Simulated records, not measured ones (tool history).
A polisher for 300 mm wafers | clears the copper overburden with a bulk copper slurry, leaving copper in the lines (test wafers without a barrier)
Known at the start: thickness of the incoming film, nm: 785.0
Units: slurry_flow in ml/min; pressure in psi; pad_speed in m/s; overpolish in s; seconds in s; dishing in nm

{"run": 1, "hour": 0.0, "slurry_flow": 205, "pressure": 2.6, "pad_speed": 0.94, "slurry_solids": 1.0, "overpolish": 9, "seconds": 107.78, "dishing": 30.192}
{"run": 2, "hour": 3.1, "slurry_flow": 205, "pressure": 2.5, "pad_speed": 1.02, "slurry_solids": 1.0, "overpolish": 7, "seconds": 107.37, "dishing": 25.809}
{"run": 3, "hour": 9.8, "slurry_flow": 230, "pressure": 2.5, "pad_speed": 1.02, "slurry_solids": 1.0, "overpolish": 7, "seconds": 105.74, "dishing": 27.655}
{"run": 4, "hour": 15.9, "slurry_flow": 230, "pressure": 2.5, "pad_speed": 1.02, "slurry_solids": 0.85, "overpolish": 7, "seconds": 109.92, "dishing": 26.812}
{"run": 5, "hour": 20.8, "slurry_flow": 230, "pressure": 2.5, "pad_speed": 1.02, "slurry_solids": 0.85, "overpolish": 9, "seconds": 108.25, "dishing": 31.048}
{"run": 6, "hour": 24.3, "slurry_flow": 230, "pressure": 2.5, "pad_speed": 1.02, "slurry_solids": 0.85, "overpolish": 6, "seconds": 108.9, "dishing": 25.076}
{"run": 7, "hour": 28.8, "slurry_flow": 200, "pressure": 2.5, "pad_speed": 1.08, "slurry_solids": 0.9, "overpolish": 5, "seconds": 103.33, "dishing": 22.366}

The next listed run, before its measurement:
{"run": 8, "hour": 34.5, "slurry_flow": 180, "pressure": 2.6, "pad_speed": 1.14, "slurry_solids": 0.85, "overpolish": 4, "seconds": "?", "dishing": "?"}

Run 8 gave seconds 96.929 s, dishing 20.090 nm.
